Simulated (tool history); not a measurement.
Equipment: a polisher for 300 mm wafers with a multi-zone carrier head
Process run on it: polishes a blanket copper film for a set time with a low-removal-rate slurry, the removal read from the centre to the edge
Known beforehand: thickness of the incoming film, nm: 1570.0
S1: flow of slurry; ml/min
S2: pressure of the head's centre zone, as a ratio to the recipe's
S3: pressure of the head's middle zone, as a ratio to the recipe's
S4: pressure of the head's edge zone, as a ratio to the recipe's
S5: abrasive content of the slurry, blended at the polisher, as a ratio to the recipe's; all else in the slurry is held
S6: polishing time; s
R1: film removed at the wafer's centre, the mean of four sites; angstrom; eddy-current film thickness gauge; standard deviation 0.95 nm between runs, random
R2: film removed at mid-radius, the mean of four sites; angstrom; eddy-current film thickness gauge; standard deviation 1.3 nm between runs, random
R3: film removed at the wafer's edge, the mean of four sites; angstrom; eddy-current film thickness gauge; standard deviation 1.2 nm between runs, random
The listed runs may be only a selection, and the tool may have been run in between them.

{"run": 1, "hour": 0.0, "S1": 125, "S2": 1.0, "S3": 1.0, "S4": 1.0, "S5": 1.0, "S6": 30, "R1": 800.06, "R2": 784.53, "R3": 807.19}
{"run": 2, "hour": 2.7, "S1": 130, "S2": 1.0, "S3": 1.02, "S4": 1.02, "S5": 1.05, "S6": 30, "R1": 812.9, "R2": 830.81, "R3": 822.09}
{"run": 3, "hour": 11.3, "S1": 160, "S2": 1.0, "S3": 1.02, "S4": 1.02, "S5": 1.05, "S6": 30, "R1": 868.11, "R2": 874.59, "R3": 859.18}
{"run": 4, "hour": 14.7, "S1": 160, "S2": 1.0, "S3": 1.02, "S4": 1.02, "S5": 0.95, "S6": 30, "R1": 830.71, "R2": 851.29, "R3": 831.57}
{"run": 5, "hour": 16.2, "S1": 160, "S2": 0.99, "S3": 1.03, "S4": 1.04, "S5": 1.0, "S6": 30, "R1": 834.9, "R2": 847.26, "R3": 852.32}
{"run": 6, "hour": 17.5, "S1": 160, "S2": 0.98, "S3": 1.05, "S4": 1.04, "S5": 1.05, "S6": 30, "R1": 832.4, "R2": 879.06, "R3": 841.59}
{"run": 7, "hour": 20.1, "S1": 160, "S2": 0.97, "S3": 1.06, "S4": 1.05, "S5": 1.1, "S6": 30, "R1": 841.37, "R2": 893.74, "R3": 883.41}
{"run": 8, "hour": 28.9, "S1": 165, "S2": 0.97, "S3": 1.08, "S4": 1.05, "S5": 1.15, "S6": 30, "R1": 867.81, "R2": 934.51, "R3": 877.56}
{"run": 9, "hour": 35.9, "S1": 165, "S2": 0.96, "S3": 1.09, "S4": 1.06, "S5": 1.2, "S6": 30, "R1": 869.84, "R2": 936.41, "R3": 902.53}

Estimate the outcome of run 10 from the log above:
{"run": 10, "hour": 42.5, "S1": 165, "S2": 0.96, "S3": 1.09, "S4": 1.06, "S5": 1.2, "S6": 30, "R1": "?", "R2": "?", "R3": "?"}

R1: 849.40 angstrom
R2: 934.68 angstrom
R3: 897.18 angstrom
